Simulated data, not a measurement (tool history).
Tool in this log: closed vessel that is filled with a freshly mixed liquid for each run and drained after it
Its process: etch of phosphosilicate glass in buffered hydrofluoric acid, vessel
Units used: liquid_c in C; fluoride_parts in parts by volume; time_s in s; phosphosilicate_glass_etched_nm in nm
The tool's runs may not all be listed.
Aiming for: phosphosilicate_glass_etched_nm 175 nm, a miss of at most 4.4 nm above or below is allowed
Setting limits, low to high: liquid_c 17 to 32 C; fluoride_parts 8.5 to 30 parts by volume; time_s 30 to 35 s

run,hour,liquid_c,fluoride_parts,time_s,phosphosilicate_glass_etched_nm
1,0,24,23.5,35,89.639
2,4.8,26,23.5,35,99.381
3,13,26,23.5,35,100.52
4,21.6,26,28.5,35,88.427
5,23.6,26,28.5,30,74.757
6,26.7,28,24,30,94.145
7,30.5,29,19,30,119.11
8,37.9,30,16.5,30,143.94
9,39.7,30.5,15.5,30,155.65
10,43.7,31,15,30,165.63
11,46.9,31.5,15,30,170.57
12,51.6,31.5,15,30,170.4

Pick the move, out of 4, that brings all results within their allowed miss; only one does.
A,56.3,27.5,15,35,?
B,56.3,31,15,30,?
C,56.3,31.5,16,30,?
D,56.3,32,17.5,35,?

move,phosphosilicate_glass_etched_nm
A,162.2
B,167.27
C,161.17
D,176.76
A: its largest miss is bigger than the last run's
B: its largest miss is bigger than the last run's
C: its largest miss is bigger than the last run's
D: all results in spec
Correct choice: D, which meets every target
